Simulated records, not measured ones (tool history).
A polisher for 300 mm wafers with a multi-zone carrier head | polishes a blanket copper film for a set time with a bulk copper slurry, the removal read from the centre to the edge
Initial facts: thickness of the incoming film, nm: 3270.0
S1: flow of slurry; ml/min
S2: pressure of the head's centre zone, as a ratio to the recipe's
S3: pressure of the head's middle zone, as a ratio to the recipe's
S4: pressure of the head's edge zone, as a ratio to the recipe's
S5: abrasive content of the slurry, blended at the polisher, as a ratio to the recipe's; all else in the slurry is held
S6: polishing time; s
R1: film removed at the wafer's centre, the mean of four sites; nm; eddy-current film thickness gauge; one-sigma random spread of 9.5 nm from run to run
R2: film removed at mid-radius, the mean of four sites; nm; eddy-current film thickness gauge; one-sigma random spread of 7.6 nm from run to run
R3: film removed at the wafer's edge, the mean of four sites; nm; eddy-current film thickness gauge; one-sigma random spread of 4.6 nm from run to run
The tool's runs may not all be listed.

{"run": 1, "hour": 0.0, "S1": 155, "S2": 1, "S3": 1, "S4": 1, "S5": 1, "S6": 79, "R1": 636.21, "R2": 644.62, "R3": 638.36}
{"run": 2, "hour": 5.6, "S1": 160, "S2": 1.01, "S3": 1.01, "S4": 1.01, "S5": 1, "S6": 79, "R1": 636.46, "R2": 647.92, "R3": 650.27}
{"run": 3, "hour": 13.4, "S1": 165, "S2": 1.03, "S3": 1.02, "S4": 1.01, "S5": 1, "S6": 79, "R1": 657.6, "R2": 662.56, "R3": 643.83}
{"run": 4, "hour": 20.8, "S1": 190, "S2": 1.03, "S3": 1.02, "S4": 1.01, "S5": 1, "S6": 79, "R1": 673.94, "R2": 669.56, "R3": 651.95}
{"run": 5, "hour": 28.8, "S1": 190, "S2": 1.03, "S3": 0.96, "S4": 1.01, "S5": 1, "S6": 79, "R1": 680.56, "R2": 632.38, "R3": 650.75}
{"run": 6, "hour": 31.5, "S1": 190, "S2": 0.96, "S3": 0.96, "S4": 1.01, "S5": 1, "S6": 79, "R1": 623.95, "R2": 631.55, "R3": 655.52}

The next listed run, before its measurement:
{"run": 7, "hour": 37.2, "S1": 235, "S2": 1.06, "S3": 1.06, "S4": 1.11, "S5": 1.2, "S6": 80, "R1": "?", "R2": "?", "R3": "?"}

Run 7 came out at R1 753.28 nm, R2 740.66 nm, R3 738.91 nm.
